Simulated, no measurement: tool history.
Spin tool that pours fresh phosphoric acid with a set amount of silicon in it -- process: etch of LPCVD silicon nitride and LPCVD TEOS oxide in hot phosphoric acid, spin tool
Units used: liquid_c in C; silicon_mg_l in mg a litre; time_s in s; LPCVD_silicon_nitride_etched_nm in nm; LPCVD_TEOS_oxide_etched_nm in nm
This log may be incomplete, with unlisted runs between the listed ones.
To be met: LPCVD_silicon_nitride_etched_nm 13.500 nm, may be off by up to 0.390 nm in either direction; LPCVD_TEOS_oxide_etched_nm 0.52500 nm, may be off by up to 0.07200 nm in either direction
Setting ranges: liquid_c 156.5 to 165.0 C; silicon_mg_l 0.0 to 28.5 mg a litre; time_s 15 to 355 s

| run | hour | liquid_c | silicon_mg_l | time_s | LPCVD_silicon_nitride_etched_nm | LPCVD_TEOS_oxide_etched_nm |
|---|---|---|---|---|---|---|
| 1 | 0.0 | 160.0 | 12.5 | 180 | 16.134 | 0.73667 |
| 2 | 2.1 | 160.0 | 12.5 | 235 | 21.114 | 0.99908 |
| 3 | 5.3 | 160.0 | 18.5 | 235 | 21.383 | 0.84423 |
| 4 | 12.6 | 159.5 | 18.0 | 225 | 19.947 | 0.80671 |
| 5 | 20.5 | 158.5 | 18.0 | 225 | 19.232 | 0.66331 |
| 6 | 21.1 | 156.5 | 18.0 | 225 | 17.849 | 0.65579 |
| 7 | 27.6 | 156.5 | 17.5 | 220 | 17.669 | 0.65863 |
| 8 | 30.2 | 156.5 | 17.5 | 215 | 17.264 | 0.65624 |
| 9 | 39.0 | 156.5 | 17.0 | 160 | 12.788 | 0.43760 |
| 10 | 46.1 | 156.5 | 16.5 | 160 | 12.777 | 0.47222 |
| 11 | 54.4 | 157.0 | 16.0 | 160 | 12.876 | 0.51176 |

Next run, 4 choices. One meets every target within its allowed miss, the rest don't. Which?
| A | 62.7 | 157.5 | 17.5 | 165 | ? | ? |
| B | 62.7 | 158.5 | 13.5 | 145 | ? | ? |
| C | 62.7 | 157.5 | 15.0 | 155 | ? | ? |
| D | 62.7 | 156.5 | 8.0 | 150 | ? | ? |

| move | LPCVD_silicon_nitride_etched_nm | LPCVD_TEOS_oxide_etched_nm |
|---|---|---|
| A | 13.543 | 0.49176 |
| B | 12.312 | 0.51539 |
| C | 12.723 | 0.49276 |
| D | 11.900 | 0.51975 |
A: each result inside its tolerance
B: further off than the last run
C: further off than the last run
D: further off than the last run
A meets every target.
